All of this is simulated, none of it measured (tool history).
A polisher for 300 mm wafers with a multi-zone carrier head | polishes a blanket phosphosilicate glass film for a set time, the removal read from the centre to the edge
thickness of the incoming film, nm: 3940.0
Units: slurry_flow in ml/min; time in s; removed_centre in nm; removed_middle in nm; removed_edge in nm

| run | hour | slurry_flow | centre_zone | middle_zone | edge_zone | slurry_solids | time | removed_centre | removed_middle | removed_edge |
|---|---|---|---|---|---|---|---|---|---|---|
| 1 | 0.0 | 170 | 1.00 | 1.00 | 1.00 | 1.00 | 79 | 720.60 | 677.77 | 670.21 |
| 2 | 5.9 | 170 | 1.00 | 1.01 | 1.02 | 1.10 | 82 | 784.38 | 755.61 | 723.82 |
| 3 | 10.7 | 170 | 0.92 | 1.01 | 1.02 | 1.10 | 82 | 723.57 | 745.08 | 727.52 |
| 4 | 16.5 | 170 | 0.92 | 0.92 | 1.02 | 1.10 | 82 | 732.45 | 688.32 | 747.23 |
| 5 | 22.2 | 175 | 0.92 | 0.93 | 1.04 | 1.20 | 85 | 787.60 | 767.22 | 813.79 |
| 6 | 24.4 | 180 | 0.93 | 0.93 | 1.05 | 1.25 | 87 | 820.19 | 790.43 | 829.94 |
| 7 | 29.2 | 180 | 0.93 | 0.93 | 1.05 | 1.30 | 90 | 891.21 | 825.47 | 889.24 |
| 8 | 33.8 | 180 | 0.93 | 0.94 | 1.06 | 1.35 | 92 | 922.59 | 881.71 | 942.02 |

Forecast run 9:
| 9 | 40.4 | 180 | 0.93 | 0.95 | 1.07 | 1.40 | 93 | ? | ? | ? |

removed_centre: 948.42 nm
removed_middle: 914.44 nm
removed_edge: 961.28 nm

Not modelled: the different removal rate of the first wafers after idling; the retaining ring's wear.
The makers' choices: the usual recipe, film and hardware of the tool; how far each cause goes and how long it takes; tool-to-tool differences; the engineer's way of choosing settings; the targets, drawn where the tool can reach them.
